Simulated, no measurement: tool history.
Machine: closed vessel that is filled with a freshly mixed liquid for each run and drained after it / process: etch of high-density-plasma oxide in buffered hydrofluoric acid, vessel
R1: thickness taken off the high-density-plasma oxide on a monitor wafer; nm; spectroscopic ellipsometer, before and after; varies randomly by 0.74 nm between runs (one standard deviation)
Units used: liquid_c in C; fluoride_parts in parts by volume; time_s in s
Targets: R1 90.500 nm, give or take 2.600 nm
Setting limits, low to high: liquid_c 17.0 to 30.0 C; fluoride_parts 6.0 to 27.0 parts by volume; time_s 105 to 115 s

{"run": 1, "day": 0.0, "liquid_c": 22.0, "fluoride_parts": 16.5, "time_s": 105, "R1": 110.9}
{"run": 2, "day": 0.312, "liquid_c": 21.0, "fluoride_parts": 16.5, "time_s": 105, "R1": 106.86}
{"run": 3, "day": 0.417, "liquid_c": 20.0, "fluoride_parts": 16.5, "time_s": 105, "R1": 102.88}
{"run": 4, "day": 0.725, "liquid_c": 19.5, "fluoride_parts": 16.5, "time_s": 105, "R1": 98.38}
{"run": 5, "day": 1.046, "liquid_c": 19.0, "fluoride_parts": 16.5, "time_s": 105, "R1": 95.279}
{"run": 6, "day": 1.3, "liquid_c": 19.0, "fluoride_parts": 16.5, "time_s": 115, "R1": 104.33}
{"run": 7, "day": 1.492, "liquid_c": 18.5, "fluoride_parts": 16.5, "time_s": 115, "R1": 103.26}
{"run": 8, "day": 1.808, "liquid_c": 18.0, "fluoride_parts": 16.5, "time_s": 115, "R1": 98.191}

Next run, 4 choices. One meets every target within its allowed miss, the rest don't. Which?
{"run": "A", "day": 2.125, "liquid_c": 17.5, "fluoride_parts": 15.5, "time_s": 110, "R1": "?"}
{"run": "B", "day": 2.125, "liquid_c": 18.0, "fluoride_parts": 17.0, "time_s": 115, "R1": "?"}
{"run": "C", "day": 2.125, "liquid_c": 18.5, "fluoride_parts": 16.0, "time_s": 115, "R1": "?"}
{"run": "D", "day": 2.125, "liquid_c": 17.0, "fluoride_parts": 16.5, "time_s": 110, "R1": "?"}

move=A R1=97.734
move=B R1=95.976
move=C R1=104.820
move=D R1=89.305
A: closer than the last run, but not yet in spec
B: closer than the last run, but not yet in spec
C: lands further from the targets than the last run did
D: all results in spec
D meets every target.
